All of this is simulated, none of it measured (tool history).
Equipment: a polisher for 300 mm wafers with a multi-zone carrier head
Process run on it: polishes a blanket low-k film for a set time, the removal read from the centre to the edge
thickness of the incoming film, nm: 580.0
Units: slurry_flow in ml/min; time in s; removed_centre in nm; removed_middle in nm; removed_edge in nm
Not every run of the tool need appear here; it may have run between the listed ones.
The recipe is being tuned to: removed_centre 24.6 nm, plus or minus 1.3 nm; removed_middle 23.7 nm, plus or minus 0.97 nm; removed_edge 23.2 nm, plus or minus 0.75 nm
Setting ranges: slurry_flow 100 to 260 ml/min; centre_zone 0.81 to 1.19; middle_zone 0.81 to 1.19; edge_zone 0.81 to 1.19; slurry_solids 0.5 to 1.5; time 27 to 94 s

run,day,slurry_flow,centre_zone,middle_zone,edge_zone,slurry_solids,time,removed_centre,removed_middle,removed_edge
1,0,165,1,1,1,1,60,27.749,27.325,27.272
2,0.25,160,1,0.99,0.98,1,60,27.303,26.35,27.044
3,0.554,160,1,0.99,0.98,1,47,21.1,20.813,21.201
4,0.662,165,1.01,0.99,0.99,1,47,21.536,21.551,20.855
5,0.838,165,1.01,0.98,0.99,1,47,21.622,20.708,21.374
6,1.2,145,1.01,0.98,0.99,1,47,20.917,20.482,20.843
7,1.333,155,1.01,0.98,1,1,47,21.679,21.236,21.004
8,1.604,200,1.02,0.97,1.1,1.1,47,23.796,22.453,23.503
9,1.758,200,1.02,0.98,1.1,1.1,47,23.554,22.089,23.518
10,1.917,200,1.02,0.99,1.09,1.1,47,24.146,22.803,23.468
11,2.15,200,1.02,1,1.09,1.1,47,23.294,22.314,23.524

Which one of the following 4 next-run settings gets every result inside its allowed miss? There is exactly one.
A,2.383,205,1.08,1.11,0.94,1.1,49,?,?,?
B,2.383,190,0.92,1.01,1,0.95,50,?,?,?
C,2.383,180,0.99,0.94,1.19,1.45,43,?,?,?
D,2.383,195,1.03,1.01,0.99,0.85,54,?,?,?

move,removed_centre,removed_middle,removed_edge
A,26.138,25.846,22.909
B,21.196,22.889,22.596
C,22.564,21.394,24.39
D,24.697,23.774,23.35
A: carries the result that was furthest off beyond its target, to the other side
B: corrects the largest miss of the last run, while another result sits out of spec
C: misses by more than the last run did
D: all results in spec
D meets every target.
